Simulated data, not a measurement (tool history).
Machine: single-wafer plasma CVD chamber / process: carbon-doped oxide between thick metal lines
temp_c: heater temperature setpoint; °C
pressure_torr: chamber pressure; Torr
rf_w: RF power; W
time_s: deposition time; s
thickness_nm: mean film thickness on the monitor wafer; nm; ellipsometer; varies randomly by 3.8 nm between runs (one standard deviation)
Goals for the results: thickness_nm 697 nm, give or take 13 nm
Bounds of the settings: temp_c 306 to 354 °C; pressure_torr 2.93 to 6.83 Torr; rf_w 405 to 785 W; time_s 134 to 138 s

run  hour  temp_c  pressure_torr  rf_w  time_s  thickness_nm
  1     0     330           4.88   595     134        796.63
  2   1.7     333           4.59   585     134        765.62
  3   9.8     333           4.59   585     138        797.83
  4  14.7     333           5.08   585     138        804.98
  5  22.1     336           4.92   575     138        788.41
  6  27.8     338           4.68   565     138        764.32
  7  29.8     340           4.54   560     138        753.91
  8  31.5     342           4.41   555     138        745.46
  9  38.6     343            4.3   550     138        728.46

Consider the 4 candidate settings below. Which is the only one whose results all fall within their allowed miss of target?
  A  45.7     347           3.03   550     138             ?
  B  45.7     348           3.32   600     138             ?
  C  45.7     347           4.03   585     134             ?
  D  45.7     344           3.43   575     138             ?

move  thickness_nm
   A        693.31
   B        738.67
   C        724.63
   D        729.72
A: all results land within tolerance of their targets
B: its largest miss is bigger than the last run's
C: closer than the last run, but not yet in spec
D: no better and no worse than the last run
Move A is the one to make.
